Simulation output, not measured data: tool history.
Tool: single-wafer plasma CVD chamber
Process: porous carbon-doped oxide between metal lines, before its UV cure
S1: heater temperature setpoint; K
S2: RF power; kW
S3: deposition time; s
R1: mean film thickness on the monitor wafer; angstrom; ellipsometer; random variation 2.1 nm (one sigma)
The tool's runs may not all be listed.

run,hour,S1,S2,S3,R1
1,0,548.15,0.63,48.7,3746.3
2,8.2,545.15,0.645,48.8,3939
3,11.7,554.15,0.645,48.8,3741.7
4,14.7,551.15,0.66,48.9,3892.2
5,20.7,545.15,0.66,48.9,3991.5
6,25.7,545.15,0.725,48.9,4372.3
7,32.3,544.15,0.725,48.9,4383.1

Run 8 comes next. What will it give?
8,41.2,543.15,0.725,48.9,?

{"run 8": {"R1": 4399.3}}
